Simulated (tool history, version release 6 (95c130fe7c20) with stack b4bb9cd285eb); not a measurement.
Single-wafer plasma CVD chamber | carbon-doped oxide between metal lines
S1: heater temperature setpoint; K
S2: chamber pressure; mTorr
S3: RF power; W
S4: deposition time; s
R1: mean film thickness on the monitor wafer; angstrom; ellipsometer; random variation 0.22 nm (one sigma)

run,hour,S1,S2,S3,S4,R1
1,0,648.15,6350,475,10.46,487.7
2,4.5,648.15,5840,475,10.46,481.2
3,5.6,648.15,5840,405,10.46,424.3
4,10.4,653.15,5840,405,10.46,422.71
5,15.2,653.15,5840,365,10.46,388.33
# hour 19.3: thermocouple changed; heater temperature recalibrated
6,19.3,653.15,4810,365,10.46,373.01
7,22.5,641.15,6080,440,10.61,477.08
8,30.9,629.15,7350,490,10.63,546.84

Forecast run 9:
9,34.4,629.15,7460,495,10.63,?

R1: 547.81 angstrom
